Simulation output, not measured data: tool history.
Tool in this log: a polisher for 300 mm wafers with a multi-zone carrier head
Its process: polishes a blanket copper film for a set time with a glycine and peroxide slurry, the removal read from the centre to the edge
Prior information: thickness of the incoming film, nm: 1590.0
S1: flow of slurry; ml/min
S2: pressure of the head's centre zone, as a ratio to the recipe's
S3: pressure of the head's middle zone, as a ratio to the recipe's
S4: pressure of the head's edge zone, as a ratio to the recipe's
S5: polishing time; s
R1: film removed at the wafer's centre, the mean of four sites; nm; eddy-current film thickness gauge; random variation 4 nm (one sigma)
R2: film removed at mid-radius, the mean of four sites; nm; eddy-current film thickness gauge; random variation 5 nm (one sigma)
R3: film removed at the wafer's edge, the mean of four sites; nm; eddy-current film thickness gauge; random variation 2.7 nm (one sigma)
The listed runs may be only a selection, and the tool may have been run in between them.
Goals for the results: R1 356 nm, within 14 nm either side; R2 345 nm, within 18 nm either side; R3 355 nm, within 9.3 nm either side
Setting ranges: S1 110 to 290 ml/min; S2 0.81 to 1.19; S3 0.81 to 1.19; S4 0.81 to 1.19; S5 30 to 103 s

| run | day | S1 | S2 | S3 | S4 | S5 | R1 | R2 | R3 |
|---|---|---|---|---|---|---|---|---|---|
| 1 | 0 | 185 | 1 | 1 | 1 | 66 | 256.03 | 254.97 | 255.91 |
| 2 | 0.096 | 195 | 1.01 | 1.01 | 1.03 | 69 | 273.87 | 269 | 272.59 |
| 3 | 0.329 | 195 | 1.01 | 1.01 | 1.06 | 69 | 272.43 | 265.39 | 277.52 |
| 4 | 0.512 | 200 | 1.02 | 1.03 | 1.08 | 72 | 296.79 | 284.55 | 294.59 |
| 5 | 0.617 | 165 | 1.02 | 1.03 | 1.08 | 72 | 275.56 | 269.3 | 288.46 |
| 6 | 0.725 | 180 | 1.02 | 1.04 | 1.1 | 74 | 286.11 | 295.6 | 299.8 |
| 7 | 1.083 | 195 | 1.03 | 1.04 | 1.12 | 75 | 304.37 | 292.15 | 305.91 |
| 8 | 1.192 | 215 | 1.02 | 1.1 | 1.15 | 86 | 351.2 | 358.38 | 369.83 |

Of the 4 settings listed for the next run, only one would bring every result within its allowed miss of target. Which one?
| A | 1.3 | 190 | 0.96 | 1.05 | 1.18 | 88 | ? | ? | ? |
| B | 1.3 | 240 | 1.08 | 1.16 | 1.11 | 86 | ? | ? | ? |
| C | 1.3 | 210 | 1.1 | 1.11 | 1.19 | 82 | ? | ? | ? |
| D | 1.3 | 205 | 1.03 | 0.93 | 1.19 | 89 | ? | ? | ? |

| move | R1 | R2 | R3 |
|---|---|---|---|
| A | 331.68 | 341.49 | 368.97 |
| B | 382.49 | 375.28 | 359.58 |
| C | 362.28 | 338.16 | 349.87 |
| D | 365.79 | 319.77 | 379.34 |
A: its largest miss is bigger than the last run's
B: puts the biggest miss on target and leaves a different result outside tolerance
C: all results land within tolerance of their targets
D: its largest miss is bigger than the last run's
Correct choice: C, which meets every target

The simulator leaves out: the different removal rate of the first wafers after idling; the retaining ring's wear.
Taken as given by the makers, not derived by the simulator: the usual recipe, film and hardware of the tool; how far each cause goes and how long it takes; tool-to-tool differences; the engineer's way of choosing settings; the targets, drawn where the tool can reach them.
